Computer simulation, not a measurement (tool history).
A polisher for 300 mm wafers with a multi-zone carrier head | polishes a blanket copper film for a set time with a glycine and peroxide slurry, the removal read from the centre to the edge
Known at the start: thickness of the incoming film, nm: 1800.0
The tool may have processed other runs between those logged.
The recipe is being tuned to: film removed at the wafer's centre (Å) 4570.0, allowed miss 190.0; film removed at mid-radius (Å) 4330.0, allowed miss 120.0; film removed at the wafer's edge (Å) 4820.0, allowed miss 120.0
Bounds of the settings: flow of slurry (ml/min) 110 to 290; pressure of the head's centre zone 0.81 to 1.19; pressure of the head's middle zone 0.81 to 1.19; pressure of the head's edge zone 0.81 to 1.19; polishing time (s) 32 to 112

| run | hour | flow of slurry (ml/min) | pressure of the head's centre zone | pressure of the head's middle zone | pressure of the head's edge zone | polishing time (s) | film removed at the wafer's centre (Å) | film removed at mid-radius (Å) | film removed at the wafer's edge (Å) |
|---|---|---|---|---|---|---|---|---|---|
| 1 | 0.0 | 185 | 1.00 | 1.00 | 1.00 | 72 | 3390.8 | 3352.9 | 3508.2 |
| 2 | 5.2 | 140 | 1.00 | 1.00 | 1.00 | 72 | 3258.4 | 3262.9 | 3367.2 |
| 3 | 14.1 | 140 | 1.00 | 1.00 | 1.03 | 72 | 3200.8 | 3205.9 | 3442.4 |
| 4 | 17.8 | 140 | 1.04 | 1.00 | 1.03 | 72 | 3414.5 | 3203.4 | 3453.0 |
| 5 | 25.2 | 155 | 1.05 | 1.02 | 1.05 | 74 | 3565.9 | 3470.2 | 3597.0 |
| 6 | 33.1 | 155 | 1.05 | 1.08 | 1.05 | 74 | 3579.2 | 3634.2 | 3605.0 |
| 7 | 33.8 | 165 | 1.05 | 1.07 | 1.07 | 76 | 3742.6 | 3693.7 | 3742.6 |
| 8 | 40.4 | 175 | 1.05 | 1.07 | 1.09 | 78 | 3771.0 | 3774.6 | 3884.3 |
| 9 | 47.4 | 180 | 1.06 | 1.07 | 1.10 | 80 | 3939.1 | 3899.9 | 4060.7 |
| 10 | 53.5 | 190 | 1.07 | 1.07 | 1.11 | 81 | 4162.2 | 3997.2 | 4162.1 |
| 11 | 57.3 | 200 | 1.07 | 1.07 | 1.12 | 82 | 4217.7 | 4052.9 | 4247.8 |

Below are 5 possible settings for the next run. Only one of them brings all results inside the allowed miss of their targets. Which is it?
| A | 61.1 | 205 | 1.00 | 0.90 | 1.19 | 88 | ? | ? | ? |
| B | 61.1 | 220 | 1.19 | 1.19 | 1.00 | 75 | ? | ? | ? |
| C | 61.1 | 210 | 1.05 | 1.02 | 1.17 | 91 | ? | ? | ? |
| D | 61.1 | 195 | 1.19 | 1.19 | 0.92 | 77 | ? | ? | ? |
| E | 61.1 | 165 | 0.97 | 0.85 | 1.19 | 91 | ? | ? | ? |

| move | film removed at the wafer's centre (Å) | film removed at mid-radius (Å) | film removed at the wafer's edge (Å) |
|---|---|---|---|
| A | 4211.8 | 3843.8 | 4701.3 |
| B | 4324.7 | 4077.3 | 3680.5 |
| C | 4593.1 | 4373.3 | 4822.1 |
| D | 4368.7 | 4126.5 | 3593.8 |
| E | 4091.3 | 3708.7 | 4765.2 |
A: gets the furthest-off result to its target, but another result is out of tolerance
B: its largest miss is bigger than the last run's
C: every result within its allowed miss
D: its largest miss is bigger than the last run's
E: gets the furthest-off result to its target, but another result is out of tolerance
C is the move that brings every result within its allowed miss.
